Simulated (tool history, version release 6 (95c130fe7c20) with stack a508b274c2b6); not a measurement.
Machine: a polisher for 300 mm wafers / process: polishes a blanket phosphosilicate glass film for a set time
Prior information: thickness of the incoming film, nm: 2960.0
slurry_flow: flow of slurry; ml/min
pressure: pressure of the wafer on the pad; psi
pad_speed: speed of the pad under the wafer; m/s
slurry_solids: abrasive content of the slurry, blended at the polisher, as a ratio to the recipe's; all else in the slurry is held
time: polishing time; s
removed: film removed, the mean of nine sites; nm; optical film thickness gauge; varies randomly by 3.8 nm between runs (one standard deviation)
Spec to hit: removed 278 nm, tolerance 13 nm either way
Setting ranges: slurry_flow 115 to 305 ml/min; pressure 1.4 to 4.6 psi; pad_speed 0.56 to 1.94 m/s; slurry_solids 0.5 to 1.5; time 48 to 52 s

{"run": 1, "hour": 0.0, "slurry_flow": 195, "pressure": 3, "pad_speed": 1.24, "slurry_solids": 1, "time": 52, "removed": 411.53}
{"run": 2, "hour": 7.4, "slurry_flow": 195, "pressure": 3, "pad_speed": 1.24, "slurry_solids": 1.2, "time": 52, "removed": 458.23}
{"run": 3, "hour": 9.5, "slurry_flow": 195, "pressure": 3, "pad_speed": 1.24, "slurry_solids": 1.2, "time": 48, "removed": 416.79}
{"run": 4, "hour": 14.4, "slurry_flow": 195, "pressure": 3, "pad_speed": 1.24, "slurry_solids": 1.35, "time": 48, "removed": 446.34}
{"run": 5, "hour": 20.0, "slurry_flow": 195, "pressure": 2.7, "pad_speed": 1.22, "slurry_solids": 1.35, "time": 48, "removed": 406.31}
{"run": 6, "hour": 23.9, "slurry_flow": 195, "pressure": 2.4, "pad_speed": 1.2, "slurry_solids": 1.35, "time": 48, "removed": 358.54}
{"run": 7, "hour": 24.5, "slurry_flow": 195, "pressure": 2.2, "pad_speed": 1.2, "slurry_solids": 1.35, "time": 48, "removed": 341.56}
{"run": 8, "hour": 32.3, "slurry_flow": 195, "pressure": 1.5, "pad_speed": 1.16, "slurry_solids": 1.35, "time": 48, "removed": 252.81}
{"run": 9, "hour": 40.3, "slurry_flow": 195, "pressure": 1.6, "pad_speed": 1.16, "slurry_solids": 1.35, "time": 48, "removed": 256.98}
{"run": 10, "hour": 49.1, "slurry_flow": 195, "pressure": 1.9, "pad_speed": 1.18, "slurry_solids": 1.35, "time": 48, "removed": 306.08}

Of the 4 settings listed for the next run, only one would bring every result within its allowed miss of target. Which one?
{"run": "A", "hour": 57.9, "slurry_flow": 175, "pressure": 2, "pad_speed": 1.2, "slurry_solids": 1.4, "time": 52, "removed": "?"}
{"run": "B", "hour": 57.9, "slurry_flow": 210, "pressure": 1.7, "pad_speed": 1.28, "slurry_solids": 1.3, "time": 52, "removed": "?"}
{"run": "C", "hour": 57.9, "slurry_flow": 190, "pressure": 1.8, "pad_speed": 1.06, "slurry_solids": 1.25, "time": 51, "removed": "?"}
{"run": "D", "hour": 57.9, "slurry_flow": 185, "pressure": 2.1, "pad_speed": 1.34, "slurry_solids": 1.15, "time": 48, "removed": "?"}

move=A removed=332.99
move=B removed=308.53
move=C removed=268.45
move=D removed=322.3
A: its largest miss is bigger than the last run's
B: its largest miss is bigger than the last run's
C: hits every target within its allowed miss
D: its largest miss is bigger than the last run's
So the answer is move C, the one that meets all the targets.

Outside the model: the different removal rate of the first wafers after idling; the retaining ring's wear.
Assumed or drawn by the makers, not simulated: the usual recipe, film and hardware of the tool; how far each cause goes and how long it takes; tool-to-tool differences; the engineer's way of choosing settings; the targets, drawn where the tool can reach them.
